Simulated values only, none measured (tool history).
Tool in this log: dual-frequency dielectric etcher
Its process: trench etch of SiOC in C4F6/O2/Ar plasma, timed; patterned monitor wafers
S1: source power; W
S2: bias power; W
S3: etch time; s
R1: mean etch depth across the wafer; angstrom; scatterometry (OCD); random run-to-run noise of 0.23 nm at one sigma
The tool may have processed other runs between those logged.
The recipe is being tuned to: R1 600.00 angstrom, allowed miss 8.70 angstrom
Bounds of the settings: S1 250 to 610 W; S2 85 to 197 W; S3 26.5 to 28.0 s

run 1 day=0.000 | S1=430 S2=141 S3=26.5 | R1=504.13
run 2 day=0.308 | S1=430 S2=141 S3=26.5 | R1=502.43
run 3 day=0.588 | S1=360 S2=141 S3=26.5 | R1=457.68
run 4 day=0.746 | S1=400 S2=142 S3=26.5 | R1=487.49
run 5 day=0.812 | S1=430 S2=143 S3=26.5 | R1=505.67
run 6 day=1.046 | S1=390 S2=143 S3=26.5 | R1=479.31
run 7 day=1.404 | S1=420 S2=144 S3=26.5 | R1=498.55
run 8 day=1.550 | S1=450 S2=145 S3=26.5 | R1=520.98
run 9 day=1.696 | S1=470 S2=146 S3=26.5 | R1=529.58
run 10 day=1.950 | S1=490 S2=147 S3=26.5 | R1=544.23
run 11 day=2.238 | S1=500 S2=147 S3=26.5 | R1=548.88
run 12 day=2.408 | S1=510 S2=147 S3=26.5 | R1=553.70
run 13 day=2.612 | S1=520 S2=147 S3=26.5 | R1=557.57
run 14 day=2.667 | S1=530 S2=147 S3=26.5 | R1=565.15
run 15 day=2.692 | S1=540 S2=147 S3=26.5 | R1=566.45
run 16 day=2.933 | S1=550 S2=147 S3=26.5 | R1=575.26
run 17 day=3.012 | S1=560 S2=147 S3=26.5 | R1=577.72
run 18 day=3.162 | S1=570 S2=147 S3=26.5 | R1=581.37

Pick the move, out of 4, that brings all results within their allowed miss; only one does.
run A day=3.312 | S1=590 S2=152 S3=27.5 | R1=?
run B day=3.312 | S1=610 S2=113 S3=27.5 | R1=?
run C day=3.312 | S1=510 S2=161 S3=27.0 | R1=?
run D day=3.312 | S1=540 S2=148 S3=28.0 | R1=?

move=A R1=623.80
move=B R1=575.05
move=C R1=583.33
move=D R1=603.95
A: moves the result that the last run missed by most past its target, out the other side
B: its largest miss is bigger than the last run's
C: nearer than the last run, and not there yet
D: meets every target
Move D is the one to make.

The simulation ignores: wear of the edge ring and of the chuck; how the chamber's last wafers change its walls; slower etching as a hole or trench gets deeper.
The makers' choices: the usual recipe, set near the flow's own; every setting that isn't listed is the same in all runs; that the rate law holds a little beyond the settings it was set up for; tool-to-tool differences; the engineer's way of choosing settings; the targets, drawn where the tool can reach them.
